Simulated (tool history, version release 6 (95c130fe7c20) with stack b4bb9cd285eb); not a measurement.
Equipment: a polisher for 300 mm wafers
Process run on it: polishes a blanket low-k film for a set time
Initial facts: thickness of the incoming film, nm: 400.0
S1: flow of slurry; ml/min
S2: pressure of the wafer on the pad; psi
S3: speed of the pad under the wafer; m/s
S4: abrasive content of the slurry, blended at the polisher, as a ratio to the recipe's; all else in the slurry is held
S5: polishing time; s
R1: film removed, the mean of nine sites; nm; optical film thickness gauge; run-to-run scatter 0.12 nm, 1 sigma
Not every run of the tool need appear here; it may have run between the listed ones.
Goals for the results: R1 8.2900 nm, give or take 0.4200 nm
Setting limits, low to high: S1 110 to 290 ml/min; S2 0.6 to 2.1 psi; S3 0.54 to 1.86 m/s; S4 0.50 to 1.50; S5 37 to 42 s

run  hour   S1   S2    S3    S4  S5       R1
  1   0.0  185  1.3  1.18  1.00  42  12.7140
  2   4.3  185  1.5  1.18  1.00  42  13.9530
  3  13.0  205  1.5  1.18  1.00  42  14.2530
  4  13.6  205  1.5  1.18  1.00  37  12.5070
     18.8  -- slurry nozzle cleaned
  5  18.8  205  1.3  1.16  1.00  37  11.8430
  6  27.1  170  1.3  1.16  1.00  37  11.4960
  7  30.9  170  1.1  1.14  1.00  37  10.1630
  8  36.6  170  1.0  1.12  1.00  37   9.2618
  9  39.3  170  0.9  1.12  1.00  37   8.7999

Which single option among these 5 for the next run brings every result within its allowed miss of target? Just one does.
  A  42.0  170  0.9  1.08  1.00  40   ?
  B  42.0  150  0.7  1.18  0.95  37   ?
  C  42.0  165  0.8  0.94  1.35  37   ?
  D  42.0  205  0.8  1.36  1.00  37   ?
  E  42.0  165  0.6  1.24  1.20  42   ?

move      R1
   A  9.3983
   B  7.6766
   C  8.5004
   D  9.9104
   E  9.6614
A: the biggest miss grows against the last run
B: the result that was furthest off in the last run now lies on the other side of its target
C: every result lands within tolerance
D: the biggest miss grows against the last run
E: the biggest miss grows against the last run
Answer: C

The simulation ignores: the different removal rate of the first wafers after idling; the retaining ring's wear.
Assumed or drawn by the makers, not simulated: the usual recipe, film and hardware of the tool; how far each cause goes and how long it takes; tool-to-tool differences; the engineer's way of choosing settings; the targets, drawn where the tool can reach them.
